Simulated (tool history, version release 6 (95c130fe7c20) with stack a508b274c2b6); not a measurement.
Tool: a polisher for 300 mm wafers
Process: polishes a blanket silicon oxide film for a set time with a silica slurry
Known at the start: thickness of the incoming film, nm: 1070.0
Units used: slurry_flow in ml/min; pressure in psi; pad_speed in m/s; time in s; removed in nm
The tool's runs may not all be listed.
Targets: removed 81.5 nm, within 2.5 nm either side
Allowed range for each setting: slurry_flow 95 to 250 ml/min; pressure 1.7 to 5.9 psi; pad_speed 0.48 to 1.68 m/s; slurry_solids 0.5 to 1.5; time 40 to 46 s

| run | day | slurry_flow | pressure | pad_speed | slurry_solids | time | removed |
|---|---|---|---|---|---|---|---|
| 1 | 0 | 160 | 3.8 | 1.08 | 1 | 46 | 121.16 |
| 2 | 0.129 | 160 | 3.8 | 1.2 | 1 | 46 | 128.6 |
| 3 | 0.45 | 190 | 3.8 | 1.2 | 1 | 46 | 130.46 |
| 4 | 0.629 | 210 | 3.8 | 1.2 | 1 | 46 | 132.36 |
| 5 | 0.967 | 210 | 3.5 | 1.2 | 1 | 46 | 123.08 |
| 6 | 1.108 | 210 | 3.5 | 1.04 | 1 | 46 | 113.92 |
| 7 | 1.467 | 210 | 3.3 | 1.04 | 1 | 46 | 107.84 |
| 8 | 1.683 | 210 | 3.1 | 1.04 | 1 | 46 | 101.7 |
| 9 | 1.954 | 210 | 3 | 1.04 | 1 | 46 | 98.041 |
| 10 | 2.154 | 175 | 2.4 | 1.04 | 1 | 46 | 76.592 |
| 11 | 2.35 | 180 | 2.4 | 1.04 | 1 | 46 | 76.574 |
| 12 | 2.708 | 185 | 2.4 | 1.04 | 1 | 46 | 77.361 |
| 13 | 2.925 | 190 | 2.4 | 1.04 | 1 | 46 | 78.488 |
| 14 | 2.996 | 190 | 2.4 | 1.04 | 1 | 46 | 76.796 |
| 15 | 3.262 | 195 | 2.4 | 1.04 | 1 | 46 | 79.548 |
| 16 | 3.583 | 200 | 2.4 | 1.04 | 1 | 46 | 78.226 |

Exactly one of the 5 candidate moves below puts every result within its allowed miss. Which one?
| A | 3.904 | 190 | 2.3 | 0.98 | 1.1 | 46 | ? |
| B | 3.904 | 180 | 2.6 | 1.04 | 1 | 41 | ? |
| C | 3.904 | 205 | 2.4 | 1.06 | 0.95 | 44 | ? |
| D | 3.904 | 125 | 2.4 | 0.92 | 1.15 | 45 | ? |
| E | 3.904 | 160 | 3.1 | 0.92 | 0.9 | 44 | ? |

| move | removed |
|---|---|
| A | 76.779 |
| B | 74.672 |
| C | 74.146 |
| D | 71.602 |
| E | 81.884 |
A: further off than the last run
B: further off than the last run
C: further off than the last run
D: further off than the last run
E: hits every target within its allowed miss
E is the move that brings every result within its allowed miss.
